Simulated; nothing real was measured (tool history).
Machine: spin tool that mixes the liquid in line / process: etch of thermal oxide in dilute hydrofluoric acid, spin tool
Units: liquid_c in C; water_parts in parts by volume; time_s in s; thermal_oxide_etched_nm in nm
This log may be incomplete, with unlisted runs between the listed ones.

Run 1, hour 0.0: liquid_c 20.0 C, water_parts 110 parts by volume, time_s 265 s. Result: thermal_oxide_etched_nm 10.6650 nm.
Run 2, hour 3.8: liquid_c 20.0 C, water_parts 140 parts by volume, time_s 265 s. Result: thermal_oxide_etched_nm 8.1275 nm.
Run 3, hour 12.8: liquid_c 21.5 C, water_parts 125 parts by volume, time_s 265 s. Result: thermal_oxide_etched_nm 9.9870 nm.
Run 4, hour 15.7: liquid_c 21.5 C, water_parts 125 parts by volume, time_s 265 s. Result: thermal_oxide_etched_nm 10.0410 nm.
Run 5, hour 24.0: liquid_c 21.5 C, water_parts 125 parts by volume, time_s 290 s. Result: thermal_oxide_etched_nm 10.7470 nm.
Run 6, hour 32.1: liquid_c 19.0 C, water_parts 125 parts by volume, time_s 290 s. Result: thermal_oxide_etched_nm 9.6828 nm.
Run 7, hour 39.7: liquid_c 21.0 C, water_parts 115 parts by volume, time_s 290 s. Result: thermal_oxide_etched_nm 11.4650 nm.
Run 8, hour 45.5: liquid_c 22.5 C, water_parts 105 parts by volume, time_s 290 s. Result: thermal_oxide_etched_nm 13.7190 nm.
Run 9, hour 48.1: liquid_c 23.5 C, water_parts 100 parts by volume, time_s 290 s. Result: thermal_oxide_etched_nm 15.0630 nm.
Run 10, hour 50.0: liquid_c 24.5 C, water_parts 95 parts by volume, time_s 290 s. Result: thermal_oxide_etched_nm 16.6700 nm.
Run 11, hour 57.7: liquid_c 25.0 C, water_parts 95 parts by volume, time_s 290 s. Result: thermal_oxide_etched_nm 17.0270 nm.
Run 12, hour 64.2: liquid_c 25.5 C, water_parts 95 parts by volume, time_s 290 s. Result: thermal_oxide_etched_nm 17.3690 nm.
Run 13, hour 73.2: liquid_c 26.0 C, water_parts 95 parts by volume, time_s 290 s. Result: thermal_oxide_etched_nm 17.8820 nm.
Run 14, hour 80.8: liquid_c 26.5 C, water_parts 95 parts by volume, time_s 290 s. Result: thermal_oxide_etched_nm 17.5260 nm.

Run 15 has not been measured yet. What should we expect?
Run 15, hour 83.7: liquid_c 27.0 C, water_parts 90 parts by volume, time_s 290 s. Result: thermal_oxide_etched_nm ?.

thermal_oxide_etched_nm: 19.3820 nm
